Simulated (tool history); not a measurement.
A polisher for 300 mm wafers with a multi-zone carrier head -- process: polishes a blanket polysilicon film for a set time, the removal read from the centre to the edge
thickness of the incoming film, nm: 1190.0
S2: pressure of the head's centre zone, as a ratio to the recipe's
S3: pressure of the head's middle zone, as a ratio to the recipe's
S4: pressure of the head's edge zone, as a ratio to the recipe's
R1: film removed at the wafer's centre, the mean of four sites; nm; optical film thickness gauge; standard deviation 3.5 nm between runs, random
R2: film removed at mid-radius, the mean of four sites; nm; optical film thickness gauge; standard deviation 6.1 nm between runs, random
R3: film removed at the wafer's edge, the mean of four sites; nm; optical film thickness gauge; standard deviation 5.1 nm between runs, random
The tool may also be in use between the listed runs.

run 1 hour=0.0 | flow_of_slurry_(ml/min)=290 S2=1.00 S3=1.00 S4=1.00 polishing_time_(s)=57 | R1=353.99 R2=343.46 R3=354.94
run 2 hour=4.4 | flow_of_slurry_(ml/min)=300 S2=1.04 S3=1.00 S4=1.05 polishing_time_(s)=62 | R1=401.51 R2=373.47 R3=405.52
run 3 hour=8.1 | flow_of_slurry_(ml/min)=315 S2=1.08 S3=1.01 S4=1.07 polishing_time_(s)=65 | R1=438.46 R2=400.10 R3=413.97
run 4 hour=14.4 | flow_of_slurry_(ml/min)=310 S2=1.10 S3=0.99 S4=1.09 polishing_time_(s)=68 | R1=464.74 R2=418.01 R3=441.49
run 5 hour=21.4 | flow_of_slurry_(ml/min)=315 S2=1.12 S3=0.96 S4=1.11 polishing_time_(s)=70 | R1=489.78 R2=411.71 R3=461.52
run 6 hour=25.0 | flow_of_slurry_(ml/min)=315 S2=1.12 S3=0.89 S4=1.11 polishing_time_(s)=70 | R1=485.63 R2=395.86 R3=457.09
run 7 hour=32.2 | flow_of_slurry_(ml/min)=315 S2=1.13 S3=0.90 S4=1.12 polishing_time_(s)=72 | R1=513.71 R2=397.61 R3=477.85
run 8 hour=35.9 | flow_of_slurry_(ml/min)=320 S2=1.14 S3=0.92 S4=1.13 polishing_time_(s)=73 | R1=521.78 R2=414.01 R3=482.40

Forecast run 9:
run 9 hour=37.5 | flow_of_slurry_(ml/min)=320 S2=1.14 S3=0.93 S4=1.14 polishing_time_(s)=74 | R1=? R2=? R3=?

R1: 523.35 nm
R2: 430.17 nm
R3: 493.96 nm
